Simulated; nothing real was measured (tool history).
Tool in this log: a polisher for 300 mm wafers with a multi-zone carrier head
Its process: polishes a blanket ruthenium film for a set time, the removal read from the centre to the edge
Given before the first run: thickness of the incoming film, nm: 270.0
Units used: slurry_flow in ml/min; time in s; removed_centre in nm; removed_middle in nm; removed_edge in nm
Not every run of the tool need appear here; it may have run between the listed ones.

run	day	slurry_flow	centre_zone	middle_zone	edge_zone	time	removed_centre	removed_middle	removed_edge
1	0.000	160	1.00	1.00	1.00	77	116.680	114.17	112.75
2	0.096	160	1.00	1.05	1.00	77	116.420	120.38	113.93
3	0.346	160	1.00	1.11	1.00	77	116.940	126.87	114.67
4	0.608	160	0.93	1.11	1.00	77	107.370	127.07	113.08
5	0.846	160	0.93	1.17	1.00	77	106.780	132.69	112.21
6	1.000	160	0.93	1.17	1.00	69	98.996	118.12	102.00
7	1.304	170	0.96	1.17	1.01	72	106.440	125.58	107.00
8	1.338	175	0.98	1.17	1.03	74	111.340	128.87	112.25

Forecast run 9:
9	1.375	180	1.00	1.17	1.03	76	?	?	?

{"run 9": {"removed_centre": 116.02, "removed_middle": 134.26, "removed_edge": 115.45}}

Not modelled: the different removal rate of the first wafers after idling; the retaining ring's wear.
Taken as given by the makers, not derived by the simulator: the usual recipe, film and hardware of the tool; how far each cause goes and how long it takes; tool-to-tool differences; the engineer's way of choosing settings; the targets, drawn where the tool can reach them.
